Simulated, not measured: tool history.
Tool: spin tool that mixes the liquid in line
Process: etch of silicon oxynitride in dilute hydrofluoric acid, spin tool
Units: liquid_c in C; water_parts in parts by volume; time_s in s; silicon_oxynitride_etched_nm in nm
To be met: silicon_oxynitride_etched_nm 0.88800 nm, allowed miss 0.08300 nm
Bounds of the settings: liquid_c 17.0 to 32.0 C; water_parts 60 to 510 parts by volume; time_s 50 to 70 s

run  hour  liquid_c  water_parts  time_s  silicon_oxynitride_etched_nm
  1   0.0      24.0          285      70                       0.34496
  2   6.8      25.0          245      70                       0.41562
  3   9.2      25.0          300      70                       0.31017
  4  14.5      25.0          260      70                       0.39742
  5  18.1      25.5          225      70                       0.48520
  6  26.7      25.5          270      70                       0.37620
  7  29.3      26.0          230      70                       0.48669
  8  36.3      30.0          135      70                       0.98287

5 next moves are on the table. One of them brings every result within its allowed miss. Which?
  A  43.3      32.0          125      50                             ?
  B  43.3      27.0           85      50                             ?
  C  43.3      28.5          180      70                             ?
  D  43.3      31.0          160      50                             ?
  E  43.3      32.0          100      50                             ?

move  silicon_oxynitride_etched_nm
   A                       0.89875
   B                       1.09910
   C                       0.71260
   D                       0.64926
   E                       1.15390
A: meets every target
B: further off than the last run
C: takes the result that was furthest off past its target
D: takes the result that was furthest off past its target
E: further off than the last run
Move A is the one to make.
